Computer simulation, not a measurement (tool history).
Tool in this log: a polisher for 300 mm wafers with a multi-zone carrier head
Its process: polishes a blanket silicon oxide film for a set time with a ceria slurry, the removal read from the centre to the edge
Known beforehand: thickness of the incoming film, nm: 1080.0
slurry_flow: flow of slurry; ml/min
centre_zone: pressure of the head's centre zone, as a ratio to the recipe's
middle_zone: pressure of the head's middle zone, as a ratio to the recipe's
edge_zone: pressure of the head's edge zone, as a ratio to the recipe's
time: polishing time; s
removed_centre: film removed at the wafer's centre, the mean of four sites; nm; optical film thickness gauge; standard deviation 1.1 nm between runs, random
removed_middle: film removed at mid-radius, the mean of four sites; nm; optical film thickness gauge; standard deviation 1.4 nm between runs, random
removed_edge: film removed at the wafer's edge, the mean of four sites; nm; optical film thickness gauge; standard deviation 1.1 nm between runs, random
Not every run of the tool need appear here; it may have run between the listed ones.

| run | day | slurry_flow | centre_zone | middle_zone | edge_zone | time | removed_centre | removed_middle | removed_edge |
|---|---|---|---|---|---|---|---|---|---|
| 1 | 0.000 | 250 | 1.00 | 1.00 | 1.00 | 32 | 121.65 | 125.200 | 129.640 |
| 2 | 0.208 | 250 | 1.00 | 1.08 | 1.00 | 32 | 123.01 | 133.010 | 132.540 |
| 3 | 0.562 | 255 | 1.01 | 1.09 | 0.98 | 31 | 118.22 | 129.510 | 124.630 |
| 4 | 0.662 | 255 | 1.02 | 1.09 | 0.96 | 31 | 119.63 | 132.040 | 119.700 |
| 5 | 0.988 | 255 | 1.08 | 1.09 | 0.96 | 31 | 128.12 | 130.680 | 121.870 |
| 6 | 1.283 | 255 | 1.08 | 1.08 | 0.94 | 31 | 125.35 | 131.460 | 121.970 |
|  | 1.354 | slurry nozzle cleaned |
| 7 | 1.354 | 260 | 1.09 | 1.08 | 0.93 | 30 | 131.18 | 128.190 | 120.350 |
| 8 | 1.558 | 255 | 1.09 | 1.08 | 0.92 | 29 | 127.46 | 128.360 | 116.140 |
| 9 | 1.767 | 245 | 1.09 | 1.02 | 0.83 | 24 | 103.95 | 97.661 | 92.245 |
| 10 | 1.896 | 255 | 1.09 | 1.03 | 0.83 | 24 | 105.40 | 103.010 | 92.189 |

Predict the results of run 11:
| 11 | 2.196 | 260 | 1.09 | 1.03 | 0.84 | 24 | ? | ? | ? |

removed_centre: 104.09 nm
removed_middle: 101.300 nm
removed_edge: 92.212 nm

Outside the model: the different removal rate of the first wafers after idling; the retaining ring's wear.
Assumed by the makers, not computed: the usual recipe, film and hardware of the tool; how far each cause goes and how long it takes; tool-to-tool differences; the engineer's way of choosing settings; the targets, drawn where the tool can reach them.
